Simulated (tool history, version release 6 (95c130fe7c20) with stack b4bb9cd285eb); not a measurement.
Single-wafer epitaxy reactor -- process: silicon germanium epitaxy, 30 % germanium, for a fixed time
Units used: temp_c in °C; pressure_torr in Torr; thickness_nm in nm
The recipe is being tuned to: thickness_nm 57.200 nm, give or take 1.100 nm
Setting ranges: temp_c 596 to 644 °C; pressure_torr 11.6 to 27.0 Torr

| run | day | temp_c | pressure_torr | thickness_nm |
|---|---|---|---|---|
| 1 | 0.000 | 620 | 19.3 | 88.623 |
| 2 | 0.192 | 624 | 19.3 | 94.397 |
| 3 | 0.508 | 635 | 19.3 | 114.860 |
| 4 | 0.638 | 635 | 16.9 | 109.260 |
|  | 0.771 | capacitance manometer re-zeroed and calibrated |
| 5 | 0.771 | 635 | 19.6 | 112.780 |
| 6 | 0.992 | 640 | 19.6 | 122.500 |
| 7 | 1.075 | 635 | 19.0 | 111.560 |
| 8 | 1.146 | 630 | 18.6 | 101.280 |
| 9 | 1.250 | 626 | 18.5 | 94.858 |
| 10 | 1.325 | 623 | 18.4 | 88.903 |
| 11 | 1.579 | 620 | 18.4 | 85.192 |
| 12 | 1.867 | 617 | 18.4 | 80.192 |
| 13 | 2.017 | 615 | 18.4 | 77.482 |
| 14 | 2.271 | 613 | 18.4 | 74.802 |
| 15 | 2.579 | 611 | 18.4 | 72.532 |
| 16 | 2.733 | 609 | 18.4 | 68.911 |
| 17 | 2.792 | 608 | 18.4 | 68.616 |
| 18 | 2.846 | 607 | 18.4 | 67.185 |
| 19 | 2.996 | 596 | 18.2 | 54.618 |
| 20 | 3.171 | 597 | 18.2 | 55.339 |

Which of these 4 next moves meets every target?
| A | 3.346 | 598 | 16.4 | ? |
| B | 3.346 | 599 | 15.2 | ? |
| C | 3.346 | 596 | 16.7 | ? |
| D | 3.346 | 601 | 16.1 | ? |

| move | thickness_nm |
|---|---|
| A | 54.942 |
| B | 54.542 |
| C | 53.244 |
| D | 57.747 |
A: its largest miss is bigger than the last run's
B: its largest miss is bigger than the last run's
C: its largest miss is bigger than the last run's
D: every result lands within tolerance
The right move is D.

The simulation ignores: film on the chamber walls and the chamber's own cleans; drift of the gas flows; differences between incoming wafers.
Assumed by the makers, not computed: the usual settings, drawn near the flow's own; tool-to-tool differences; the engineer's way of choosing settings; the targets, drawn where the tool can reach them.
